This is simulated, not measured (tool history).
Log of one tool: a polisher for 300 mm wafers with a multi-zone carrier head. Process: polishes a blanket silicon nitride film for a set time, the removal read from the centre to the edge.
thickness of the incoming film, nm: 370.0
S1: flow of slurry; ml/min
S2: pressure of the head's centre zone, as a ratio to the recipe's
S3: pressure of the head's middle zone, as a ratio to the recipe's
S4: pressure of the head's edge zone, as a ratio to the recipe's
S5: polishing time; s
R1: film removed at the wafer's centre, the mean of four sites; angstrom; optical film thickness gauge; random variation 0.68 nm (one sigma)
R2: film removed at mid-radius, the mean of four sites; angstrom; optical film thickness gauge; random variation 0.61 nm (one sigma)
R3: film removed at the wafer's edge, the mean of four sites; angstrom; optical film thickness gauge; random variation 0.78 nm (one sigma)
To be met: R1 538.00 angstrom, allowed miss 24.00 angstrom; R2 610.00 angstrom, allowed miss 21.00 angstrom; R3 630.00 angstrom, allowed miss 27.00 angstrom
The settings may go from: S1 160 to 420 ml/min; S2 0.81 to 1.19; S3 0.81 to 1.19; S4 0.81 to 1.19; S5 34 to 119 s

Run 1, hour 0.0: S1 270 ml/min, S2 1.00, S3 1.00, S4 1.00, S5 76 s. Result: R1 770.75 angstrom, R2 735.04 angstrom, R3 733.17 angstrom.
Run 2, hour 6.6: S1 270 ml/min, S2 1.00, S3 1.00, S4 1.07, S5 76 s. Result: R1 776.88 angstrom, R2 737.60 angstrom, R3 761.48 angstrom.
Run 3, hour 13.3: S1 225 ml/min, S2 1.00, S3 1.00, S4 1.07, S5 76 s. Result: R1 754.54 angstrom, R2 727.30 angstrom, R3 752.38 angstrom.
Run 4, hour 20.3: S1 225 ml/min, S2 1.00, S3 1.00, S4 1.11, S5 76 s. Result: R1 744.14 angstrom, R2 718.33 angstrom, R3 765.14 angstrom.
Run 5, hour 29.1: S1 225 ml/min, S2 1.00, S3 1.00, S4 1.17, S5 76 s. Result: R1 756.70 angstrom, R2 731.05 angstrom, R3 790.81 angstrom.
At hour 29.9: centre zone pressure recalibrated.
Run 6, hour 29.9: S1 220 ml/min, S2 0.97, S3 1.00, S4 1.14, S5 74 s. Result: R1 689.34 angstrom, R2 693.82 angstrom, R3 763.11 angstrom.
Run 7, hour 37.6: S1 220 ml/min, S2 0.95, S3 1.00, S4 1.10, S5 72 s. Result: R1 638.71 angstrom, R2 671.61 angstrom, R3 722.62 angstrom.
Run 8, hour 43.8: S1 215 ml/min, S2 0.89, S3 0.96, S4 1.00, S5 68 s. Result: R1 579.62 angstrom, R2 619.48 angstrom, R3 646.68 angstrom.
Run 9, hour 51.7: S1 210 ml/min, S2 0.88, S3 0.96, S4 1.00, S5 68 s. Result: R1 572.55 angstrom, R2 615.40 angstrom, R3 648.18 angstrom.

Which of these 5 next moves meets every target?
Run A, hour 59.6: S1 185 ml/min, S2 0.84, S3 0.89, S4 1.05, S5 71 s. Result: R1 ?, R2 ?, R3 ?.
Run B, hour 59.6: S1 220 ml/min, S2 0.89, S3 0.97, S4 0.97, S5 73 s. Result: R1 ?, R2 ?, R3 ?.
Run C, hour 59.6: S1 195 ml/min, S2 0.89, S3 1.02, S4 1.06, S5 65 s. Result: R1 ?, R2 ?, R3 ?.
Run D, hour 59.6: S1 240 ml/min, S2 0.90, S3 0.92, S4 0.87, S5 68 s. Result: R1 ?, R2 ?, R3 ?.
Run E, hour 59.6: S1 165 ml/min, S2 1.04, S3 1.08, S4 0.96, S5 68 s. Result: R1 ?, R2 ?, R3 ?.

move      R1      R2      R3
   A  548.67  591.50  680.50
   B  607.87  663.55  685.36
   C  531.11  602.49  628.74
   D  578.28  601.63  612.46
   E  611.20  639.48  613.98
A: brings the result that was furthest off to its target, and leaves another outside
B: further off than the last run
C: meets every target
D: further off than the last run
E: further off than the last run
Answer: C
